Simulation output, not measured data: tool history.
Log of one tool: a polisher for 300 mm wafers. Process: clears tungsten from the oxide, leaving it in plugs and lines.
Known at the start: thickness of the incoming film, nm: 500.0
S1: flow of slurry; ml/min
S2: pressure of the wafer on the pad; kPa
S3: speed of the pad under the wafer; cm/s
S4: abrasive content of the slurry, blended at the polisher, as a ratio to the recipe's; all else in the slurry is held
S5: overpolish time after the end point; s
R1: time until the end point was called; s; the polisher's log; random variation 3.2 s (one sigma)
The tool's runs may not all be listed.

{"run": 1, "day": 0.0, "S1": 200, "S2": 17.9, "S3": 126, "S4": 1.0, "S5": 12, "R1": 142.02}
{"run": 2, "day": 0.125, "S1": 200, "S2": 17.9, "S3": 146, "S4": 1.0, "S5": 12, "R1": 128.77}
{"run": 3, "day": 0.333, "S1": 200, "S2": 16.5, "S3": 144, "S4": 1.0, "S5": 12, "R1": 138.29}
{"run": 4, "day": 0.508, "S1": 200, "S2": 16.5, "S3": 144, "S4": 1.0, "S5": 12, "R1": 139.49}
{"run": 5, "day": 0.642, "S1": 200, "S2": 16.5, "S3": 144, "S4": 1.2, "S5": 12, "R1": 131.16}
{"day": 0.75, "done": "slurry nozzle cleaned"}
{"run": 6, "day": 0.75, "S1": 200, "S2": 16.5, "S3": 144, "S4": 1.3, "S5": 12, "R1": 122.93}
{"run": 7, "day": 1.092, "S1": 200, "S2": 11.7, "S3": 126, "S4": 1.3, "S5": 12, "R1": 185.06}

Run 8 comes next. What will it give?
{"run": 8, "day": 1.138, "S1": 200, "S2": 11.0, "S3": 126, "S4": 1.3, "S5": 12, "R1": "?"}

Run 8 gave R1 198.81 s.

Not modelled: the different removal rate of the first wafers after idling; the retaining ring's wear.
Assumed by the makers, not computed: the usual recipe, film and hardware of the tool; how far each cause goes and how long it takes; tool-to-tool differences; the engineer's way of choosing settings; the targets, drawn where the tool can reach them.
